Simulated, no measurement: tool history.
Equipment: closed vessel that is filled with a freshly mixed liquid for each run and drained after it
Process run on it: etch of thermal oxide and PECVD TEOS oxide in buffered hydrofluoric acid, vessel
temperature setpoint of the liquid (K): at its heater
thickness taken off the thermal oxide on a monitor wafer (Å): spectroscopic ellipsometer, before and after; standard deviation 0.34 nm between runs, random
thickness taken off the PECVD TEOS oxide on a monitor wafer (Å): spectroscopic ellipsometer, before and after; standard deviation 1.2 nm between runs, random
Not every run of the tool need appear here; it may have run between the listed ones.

run  hour  temperature setpoint of the liquid (K)  parts of 40 % ammonium fluoride to one part of 49 % hydrofluoric acid (parts by volume)  time in the liquid (s)  thickness taken off the thermal oxide on a monitor wafer (Å)  thickness taken off the PECVD TEOS oxide on a monitor wafer (Å)
  1   0.0                                  295.15                                                                                     17.5                      60                                                        463.85                                                            993.4
  2   2.1                                  296.65                                                                                     17.5                      60                                                        500.52                                                           1080.6
  3   9.1                                  296.65                                                                                     13.5                      60                                                        648.17                                                           1418.5
  4  10.3                                  296.65                                                                                     18.5                      60                                                        472.29                                                           1014.4
  5  11.6                                  298.65                                                                                     18.5                      60                                                        528.49                                                           1135.3
  6  18.2                                  300.15                                                                                     18.5                      60                                                        567.07                                                           1234.8

Run 7 comes next. What will it give?
  7  24.9                                  301.15                                                                                     18.5                      60                                                             ?                                                                ?

Run 7 measured thickness taken off the thermal oxide on a monitor wafer (Å) 603.80, thickness taken off the PECVD TEOS oxide on a monitor wafer (Å) 1294.2.
